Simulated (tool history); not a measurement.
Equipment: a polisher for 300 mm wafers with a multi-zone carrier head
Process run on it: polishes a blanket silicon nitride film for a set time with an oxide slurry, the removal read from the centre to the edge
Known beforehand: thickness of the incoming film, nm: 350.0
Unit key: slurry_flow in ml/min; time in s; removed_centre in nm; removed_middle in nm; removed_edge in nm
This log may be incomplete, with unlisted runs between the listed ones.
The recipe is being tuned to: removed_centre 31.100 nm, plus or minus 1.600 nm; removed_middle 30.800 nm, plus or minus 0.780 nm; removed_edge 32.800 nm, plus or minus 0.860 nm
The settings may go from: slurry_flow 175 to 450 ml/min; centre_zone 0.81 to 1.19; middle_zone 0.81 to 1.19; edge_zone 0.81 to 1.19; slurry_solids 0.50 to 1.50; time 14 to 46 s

run	day	slurry_flow	centre_zone	middle_zone	edge_zone	slurry_solids	time	removed_centre	removed_middle	removed_edge
1	0.000	290	1.00	1.00	1.00	1.00	30	28.274	29.061	29.539
2	0.362	290	1.00	0.93	1.00	1.00	30	28.803	27.723	29.541
3	0.512	315	1.00	0.93	1.00	1.00	30	28.490	28.017	29.466
4	0.758	315	1.01	0.95	1.03	1.00	30	29.484	28.167	29.851
5	0.992	315	1.01	0.95	1.03	0.80	30	24.720	23.205	24.996
6	1.354	250	1.01	0.95	1.03	0.80	30	24.620	23.025	24.212
7	1.571	285	1.02	0.97	1.05	0.85	30	25.441	24.977	26.291
8	1.904	285	1.02	0.97	1.05	0.85	30	25.736	24.903	26.628
9	2.096	320	1.06	1.05	1.15	1.10	30	32.399	32.283	33.475
10	2.312	310	1.06	1.04	1.15	1.10	30	32.565	32.432	33.435
11	2.496	300	1.05	1.03	1.15	1.10	30	31.946	31.712	33.551

Exactly one of the 5 candidate moves below puts every result within its allowed miss. Which one?
A	2.679	250	1.04	1.01	1.14	1.10	30	?	?	?
B	2.679	315	1.15	1.06	1.17	1.30	28	?	?	?
C	2.679	350	1.01	0.98	1.19	1.15	29	?	?	?
D	2.679	330	1.12	0.99	1.14	1.10	31	?	?	?
E	2.679	270	1.03	1.07	1.13	1.10	30	?	?	?

move	removed_centre	removed_middle	removed_edge
A	31.429	31.056	32.896
B	36.423	33.773	34.620
C	31.300	30.960	34.163
D	35.990	32.352	34.664
E	31.403	32.867	32.910
A: in spec on every target
B: the biggest miss grows against the last run
C: corrects the largest miss of the last run, while another result sits out of spec
D: the biggest miss grows against the last run
E: the biggest miss grows against the last run
Go with A: it meets all targets.

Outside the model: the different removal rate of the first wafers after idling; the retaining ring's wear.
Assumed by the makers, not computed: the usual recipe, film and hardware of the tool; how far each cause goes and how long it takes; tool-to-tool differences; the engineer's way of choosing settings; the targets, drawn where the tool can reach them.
